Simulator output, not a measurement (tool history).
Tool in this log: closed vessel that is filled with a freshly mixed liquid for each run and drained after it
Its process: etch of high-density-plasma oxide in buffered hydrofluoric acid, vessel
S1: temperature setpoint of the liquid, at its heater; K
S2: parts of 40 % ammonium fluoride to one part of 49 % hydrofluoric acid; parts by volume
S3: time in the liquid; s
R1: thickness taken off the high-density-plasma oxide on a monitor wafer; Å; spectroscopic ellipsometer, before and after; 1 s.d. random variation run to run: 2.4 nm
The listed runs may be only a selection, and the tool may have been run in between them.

run	hour	S1	S2	S3	R1
1	0	293.15	9.5	85	1429.7
2	1.2	295.65	8	85	1943.5
3	8.7	299.15	8	85	2361.5
4	16.5	299.15	8	90	2489.9
5	19.2	299.15	6	90	3254.4
6	26.6	299.15	6	85	3108.1

The next listed run, before its measurement:
7	29.2	299.15	6	85	?

R1: 3082.8 Å
